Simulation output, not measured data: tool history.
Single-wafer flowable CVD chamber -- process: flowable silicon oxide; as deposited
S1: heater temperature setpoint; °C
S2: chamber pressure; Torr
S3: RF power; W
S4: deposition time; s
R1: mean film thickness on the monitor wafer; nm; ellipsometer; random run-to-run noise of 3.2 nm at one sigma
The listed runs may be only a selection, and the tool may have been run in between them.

Run 1, hour 0.0: S1 90 °C, S2 1.03 Torr, S3 1930 W, S4 669 s. Result: R1 807.95 nm.
Run 2, hour 2.4: S1 87 °C, S2 1.03 Torr, S3 1930 W, S4 669 s. Result: R1 875.47 nm.
Run 3, hour 9.8: S1 85 °C, S2 1.03 Torr, S3 1930 W, S4 669 s. Result: R1 920.61 nm.
Run 4, hour 11.4: S1 83 °C, S2 1.03 Torr, S3 1930 W, S4 669 s. Result: R1 963.21 nm.
Run 5, hour 15.3: S1 83 °C, S2 1.19 Torr, S3 1930 W, S4 669 s. Result: R1 1104.10 nm.
Run 6, hour 20.2: S1 82 °C, S2 1.19 Torr, S3 1930 W, S4 669 s. Result: R1 1139.60 nm.
Run 7, hour 23.2: S1 81 °C, S2 1.19 Torr, S3 1930 W, S4 669 s. Result: R1 1170.50 nm.

Expected results for the next run?
Run 8, hour 30.3: S1 80 °C, S2 1.19 Torr, S3 1930 W, S4 669 s. Result: R1 ?.

Run 8 produced R1 1197.90 nm.
